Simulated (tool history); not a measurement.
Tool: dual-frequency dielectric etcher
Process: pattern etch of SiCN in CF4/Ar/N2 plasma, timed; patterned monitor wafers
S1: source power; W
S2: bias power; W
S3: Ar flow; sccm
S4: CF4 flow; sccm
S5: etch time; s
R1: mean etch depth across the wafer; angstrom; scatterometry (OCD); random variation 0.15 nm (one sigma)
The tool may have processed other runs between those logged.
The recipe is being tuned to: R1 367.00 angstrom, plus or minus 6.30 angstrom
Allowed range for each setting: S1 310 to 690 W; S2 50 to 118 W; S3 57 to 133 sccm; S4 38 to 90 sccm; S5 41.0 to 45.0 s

run,hour,S1,S2,S3,S4,S5,R1
1,0.0,500,84,95,64,45.0,427.02
2,6.0,470,84,95,64,45.0,401.61
3,11.5,470,84,102,64,45.0,399.33
4,13.5,470,84,111,64,45.0,397.73
5,21.2,470,84,111,75,45.0,400.78
6,28.2,460,84,111,75,45.0,398.06
7,32.3,460,84,111,75,45.0,395.36
8,36.8,450,84,111,75,45.0,385.46
9,40.7,440,84,111,75,45.0,378.82

Of the 5 settings listed for the next run, only one would bring every result within its allowed miss of target. Which one?
A,44.6,470,75,104,84,41.5,?
B,44.6,440,91,111,74,44.5,?
C,44.6,450,81,109,75,44.5,?
D,44.6,510,65,115,74,44.0,?
E,44.6,480,82,113,79,44.0,?

move,R1
A,364.93
B,380.98
C,376.31
D,391.63
E,400.61
A: all results land within tolerance of their targets
B: the biggest miss grows against the last run
C: gains on the last run, yet a result remains outside its allowed miss
D: the biggest miss grows against the last run
E: the biggest miss grows against the last run
So the answer is move A, the one that meets all the targets.

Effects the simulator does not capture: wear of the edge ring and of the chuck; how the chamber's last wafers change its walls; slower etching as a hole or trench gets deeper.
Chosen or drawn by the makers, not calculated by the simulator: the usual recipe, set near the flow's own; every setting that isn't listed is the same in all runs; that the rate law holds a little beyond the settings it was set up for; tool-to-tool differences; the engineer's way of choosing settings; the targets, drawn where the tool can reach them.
